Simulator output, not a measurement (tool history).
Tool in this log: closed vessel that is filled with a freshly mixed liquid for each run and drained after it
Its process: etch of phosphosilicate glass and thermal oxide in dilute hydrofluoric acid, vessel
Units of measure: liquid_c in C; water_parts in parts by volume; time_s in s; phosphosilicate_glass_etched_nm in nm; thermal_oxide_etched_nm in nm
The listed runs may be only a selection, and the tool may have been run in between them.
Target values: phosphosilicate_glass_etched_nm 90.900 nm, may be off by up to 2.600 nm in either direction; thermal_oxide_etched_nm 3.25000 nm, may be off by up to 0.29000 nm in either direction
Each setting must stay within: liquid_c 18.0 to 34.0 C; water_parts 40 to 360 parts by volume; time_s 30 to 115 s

run	day	liquid_c	water_parts	time_s	phosphosilicate_glass_etched_nm	thermal_oxide_etched_nm
1	0.000	26.0	200	60	33.906	1.23920
2	0.092	26.0	260	60	24.886	0.87859
3	0.342	27.0	235	60	29.230	1.03470
4	0.517	30.0	235	60	32.416	1.15120
5	0.808	26.5	235	60	28.346	1.01610
6	0.871	27.5	215	60	33.000	1.19310
7	0.896	28.0	200	60	36.688	1.27640
# day 1.104: thermometer replaced
8	1.104	30.0	120	65	84.999	3.01590
9	1.221	30.5	120	65	86.643	3.22600

Which of these 4 next moves meets every target?
A	1.338	31.5	95	50	?	?
B	1.338	29.5	120	65	?	?
C	1.338	30.0	105	55	?	?
D	1.338	29.0	125	70	?	?

move	phosphosilicate_glass_etched_nm	thermal_oxide_etched_nm
A	88.948	3.31280
B	82.049	3.05590
C	82.520	3.07340
D	82.712	3.08060
A: every result lands within tolerance
B: lands further from the targets than the last run did
C: lands further from the targets than the last run did
D: lands further from the targets than the last run did
The move that meets every target is A.
